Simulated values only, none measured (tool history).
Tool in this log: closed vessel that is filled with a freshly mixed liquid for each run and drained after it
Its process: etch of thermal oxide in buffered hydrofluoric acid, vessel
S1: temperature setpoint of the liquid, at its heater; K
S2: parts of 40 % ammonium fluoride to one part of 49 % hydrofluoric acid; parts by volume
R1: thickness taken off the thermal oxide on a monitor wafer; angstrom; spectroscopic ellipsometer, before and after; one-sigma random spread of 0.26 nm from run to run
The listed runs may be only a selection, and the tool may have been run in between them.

run 1 hour=0.0 | S1=294.15 S2=12.5 time_in_the_liquid_(s)=95 | R1=636.87
run 2 hour=6.5 | S1=294.15 S2=12.5 time_in_the_liquid_(s)=95 | R1=640.46
run 3 hour=9.6 | S1=293.65 S2=13.0 time_in_the_liquid_(s)=95 | R1=599.73
run 4 hour=18.2 | S1=293.65 S2=13.0 time_in_the_liquid_(s)=95 | R1=597.79
run 5 hour=26.3 | S1=293.15 S2=13.5 time_in_the_liquid_(s)=95 | R1=557.90
run 6 hour=27.9 | S1=293.15 S2=13.5 time_in_the_liquid_(s)=95 | R1=563.46
run 7 hour=33.5 | S1=292.65 S2=14.0 time_in_the_liquid_(s)=95 | R1=528.53

What will run 8 give?
run 8 hour=42.2 | S1=292.15 S2=14.0 time_in_the_liquid_(s)=95 | R1=?

For run 8 the tool returned R1 509.95 angstrom.
